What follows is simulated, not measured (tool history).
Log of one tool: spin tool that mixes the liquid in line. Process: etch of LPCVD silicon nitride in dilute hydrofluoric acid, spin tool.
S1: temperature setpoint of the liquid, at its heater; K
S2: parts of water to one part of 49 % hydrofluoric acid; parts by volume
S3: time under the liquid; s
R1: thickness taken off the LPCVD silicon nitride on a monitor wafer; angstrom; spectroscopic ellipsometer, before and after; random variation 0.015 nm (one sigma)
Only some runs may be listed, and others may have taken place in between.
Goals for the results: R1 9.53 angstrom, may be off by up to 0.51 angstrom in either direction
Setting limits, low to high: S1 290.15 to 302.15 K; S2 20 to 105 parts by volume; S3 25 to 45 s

Run 1, hour 0: S1 294.15 K, S2 55 parts by volume, S3 45 s. Result: R1 3.5783 angstrom.
Run 2, hour 1.2: S1 296.15 K, S2 50 parts by volume, S3 45 s. Result: R1 4.4351 angstrom.
Run 3, hour 2: S1 296.15 K, S2 50 parts by volume, S3 25 s. Result: R1 2.5225 angstrom.
Run 4, hour 10.7: S1 294.65 K, S2 40 parts by volume, S3 30 s. Result: R1 3.3343 angstrom.
Run 5, hour 15.1: S1 296.65 K, S2 35 parts by volume, S3 35 s. Result: R1 5.1872 angstrom.
Run 6, hour 22.1: S1 298.15 K, S2 35 parts by volume, S3 35 s. Result: R1 5.7406 angstrom.
Run 7, hour 30.2: S1 299.15 K, S2 35 parts by volume, S3 35 s. Result: R1 6.2001 angstrom.
Run 8, hour 32.7: S1 299.65 K, S2 35 parts by volume, S3 35 s. Result: R1 6.2599 angstrom.
Run 9, hour 40.8: S1 302.15 K, S2 20 parts by volume, S3 40 s. Result: R1 14.462 angstrom.
Run 10, hour 45.8: S1 301.15 K, S2 20 parts by volume, S3 40 s. Result: R1 14.085 angstrom.
Run 11, hour 53.6: S1 300.15 K, S2 20 parts by volume, S3 40 s. Result: R1 12.88 angstrom.

Below are 5 possible settings for the next run. Only one of them brings all results inside the allowed miss of their targets. Which is it?
Run A, hour 61.4: S1 299.65 K, S2 20 parts by volume, S3 40 s. Result: R1 ?.
Run B, hour 61.4: S1 294.15 K, S2 20 parts by volume, S3 45 s. Result: R1 ?.
Run C, hour 61.4: S1 302.15 K, S2 20 parts by volume, S3 45 s. Result: R1 ?.
Run D, hour 61.4: S1 300.65 K, S2 20 parts by volume, S3 35 s. Result: R1 ?.
Run E, hour 61.4: S1 299.15 K, S2 20 parts by volume, S3 40 s. Result: R1 ?.

move      R1
   A  12.388
   B  9.5541
   C  16.467
   D  11.592
   E  11.977
A: gains on the last run, yet a result remains outside its allowed miss
B: each result inside its tolerance
C: misses by more than the last run did
D: gains on the last run, yet a result remains outside its allowed miss
E: gains on the last run, yet a result remains outside its allowed miss
So the answer is move B, the one that meets all the targets.

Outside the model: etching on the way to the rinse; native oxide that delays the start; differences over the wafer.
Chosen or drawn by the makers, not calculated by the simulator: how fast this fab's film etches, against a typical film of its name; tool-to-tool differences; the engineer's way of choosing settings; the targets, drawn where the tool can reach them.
